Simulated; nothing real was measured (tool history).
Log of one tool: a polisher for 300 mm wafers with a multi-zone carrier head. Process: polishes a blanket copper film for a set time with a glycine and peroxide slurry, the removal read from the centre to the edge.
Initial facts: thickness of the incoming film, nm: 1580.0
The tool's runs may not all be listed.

| run | hour | flow of slurry (ml/min) | pressure of the head's centre zone | pressure of the head's middle zone | pressure of the head's edge zone | polishing time (s) | film removed at the wafer's centre (angstrom) | film removed at mid-radius (angstrom) | film removed at the wafer's edge (angstrom) |
|---|---|---|---|---|---|---|---|---|---|
| 1 | 0.0 | 305 | 1.00 | 1.00 | 1.00 | 38 | 1693.0 | 1641.6 | 1658.9 |
| 2 | 5.6 | 310 | 0.99 | 1.01 | 0.96 | 36 | 1591.7 | 1579.9 | 1521.4 |
| 3 | 6.6 | 315 | 0.97 | 1.00 | 0.93 | 34 | 1469.1 | 1473.5 | 1399.2 |
| 4 | 12.9 | 320 | 0.95 | 0.99 | 0.90 | 33 | 1391.6 | 1425.1 | 1318.6 |
| 5 | 17.7 | 320 | 0.95 | 0.99 | 0.98 | 33 | 1394.3 | 1441.9 | 1389.5 |
| 6 | 24.0 | 330 | 0.94 | 0.97 | 0.94 | 32 | 1338.7 | 1365.7 | 1353.4 |
| 7 | 29.5 | 315 | 0.93 | 0.97 | 0.91 | 32 | 1348.7 | 1355.9 | 1321.2 |

The next listed run, before its measurement:
| 8 | 36.8 | 315 | 0.93 | 0.98 | 0.89 | 31 | ? | ? | ? |

film removed at the wafer's centre (angstrom): 1292.0
film removed at mid-radius (angstrom): 1329.1
film removed at the wafer's edge (angstrom): 1279.8
